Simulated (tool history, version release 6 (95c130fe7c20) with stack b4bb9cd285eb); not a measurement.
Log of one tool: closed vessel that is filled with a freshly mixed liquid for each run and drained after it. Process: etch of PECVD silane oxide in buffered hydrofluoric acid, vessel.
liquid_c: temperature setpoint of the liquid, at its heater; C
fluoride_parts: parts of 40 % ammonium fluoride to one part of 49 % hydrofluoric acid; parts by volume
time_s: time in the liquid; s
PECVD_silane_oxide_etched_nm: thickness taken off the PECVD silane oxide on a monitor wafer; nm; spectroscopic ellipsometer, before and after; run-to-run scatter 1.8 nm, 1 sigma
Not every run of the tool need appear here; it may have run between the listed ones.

run    day  liquid_c  fluoride_parts  time_s  PECVD_silane_oxide_etched_nm
  1      0        24               9      85                        212.44
  2  0.146        24            11.5      85                         171.5
  3  0.417        24            11.5      95                         191.4
  4  0.758      26.5              11      95                        229.41
  5  0.854      23.5              11      95                        194.73
  6  0.971        26              11      95                        222.33
  7  1.346        30             9.5      95                        308.72
     1.529  -- hydrofluoric acid flow meter replaced
  8  1.529      30.5             9.5      95                        299.36
  9  1.608        31             9.5      95                        305.48
 10  1.933        31             9.5      95                        305.02
 11  2.279      31.5             9.5      95                        311.74

Run 12 comes next. What will it give?
 12  2.658        32               9      95                             ?

{"run 12": {"PECVD_silane_oxide_etched_nm": 333.06}}

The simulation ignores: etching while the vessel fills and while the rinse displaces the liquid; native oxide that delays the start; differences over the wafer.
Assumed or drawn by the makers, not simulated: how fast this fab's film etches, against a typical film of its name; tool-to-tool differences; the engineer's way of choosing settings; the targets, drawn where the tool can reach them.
